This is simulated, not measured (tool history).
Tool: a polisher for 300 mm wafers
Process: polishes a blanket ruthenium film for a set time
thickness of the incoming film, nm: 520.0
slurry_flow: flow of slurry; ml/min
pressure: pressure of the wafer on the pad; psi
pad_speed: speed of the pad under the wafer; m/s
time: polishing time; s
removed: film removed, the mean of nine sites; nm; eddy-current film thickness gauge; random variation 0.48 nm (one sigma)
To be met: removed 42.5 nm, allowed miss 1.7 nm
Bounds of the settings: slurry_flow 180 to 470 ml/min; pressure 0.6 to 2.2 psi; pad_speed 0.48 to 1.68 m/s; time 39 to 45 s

run  hour  slurry_flow  pressure  pad_speed  time  removed
  1     0          300       1.4       1.08    45   33.611
  2     3          300       1.1       1.08    45    29.73
  3   7.1          235       1.1       1.08    45   28.715
  4  11.9          235       1.1       1.08    39   25.071
  5  14.5          235       1.1       1.24    39   28.178
  6  22.1          235       1.1       1.24    39   28.299
  7  29.9          240       1.2       1.24    39    29.73
  8  36.7          250       1.3       1.24    39   32.165
  9  42.6          255       1.4       1.24    39    32.26
 10  49.4          265       1.5       1.24    39   34.938
 11  52.9          275       1.5       1.24    39    35.38
 12  53.7          285       1.5       1.24    39   35.096
 13  58.2          290       1.6       1.24    39   35.768
     61.9  -- head pressure recalibrated
 14  61.9          290       1.7       1.24    39   39.851

5 next moves are on the table. One of them brings every result within its allowed miss. Which?
  A  65.6          280       1.6       1.26    39        ?
  B  65.6          235       1.5       1.18    43        ?
  C  65.6          295         2       0.98    42        ?
  D  65.6          250         2       1.04    45        ?
  E  65.6          340       1.6       1.14    42        ?

move  removed
   A   37.995
   B   36.922
   C   37.503
   D   41.789
   E   37.815
A: further off than the last run
B: further off than the last run
C: further off than the last run
D: meets every target
E: further off than the last run
The right move is D.
